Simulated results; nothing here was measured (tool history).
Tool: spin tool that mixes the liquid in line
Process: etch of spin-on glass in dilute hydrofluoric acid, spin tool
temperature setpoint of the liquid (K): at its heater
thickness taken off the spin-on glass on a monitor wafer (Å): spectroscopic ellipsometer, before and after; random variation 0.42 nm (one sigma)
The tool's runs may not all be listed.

| run | day | temperature setpoint of the liquid (K) | parts of water to one part of 49 % hydrofluoric acid (parts by volume) | time under the liquid (s) | thickness taken off the spin-on glass on a monitor wafer (Å) |
|---|---|---|---|---|---|
| 1 | 0 | 295.15 | 65 | 75 | 304.07 |
| 2 | 0.275 | 295.15 | 55 | 75 | 363.66 |
| 3 | 0.35 | 295.15 | 55 | 75 | 366.09 |
| 4 | 0.6 | 295.15 | 75 | 75 | 260.68 |
| 5 | 0.904 | 295.15 | 85 | 75 | 227.41 |
| 6 | 1.083 | 296.15 | 75 | 75 | 273.92 |
| 7 | 1.429 | 297.15 | 65 | 75 | 333.81 |
|  | 1.492 | hydrofluoric acid flow meter replaced |
| 8 | 1.492 | 298.15 | 60 | 75 | 412.77 |
| 9 | 1.654 | 299.15 | 55 | 75 | 477.62 |

Run 10 comes next. What will it give?
| 10 | 1.95 | 299.65 | 50 | 75 | ? |

{"run 10": {"thickness taken off the spin-on glass on a monitor wafer (Å)": 532.52}}
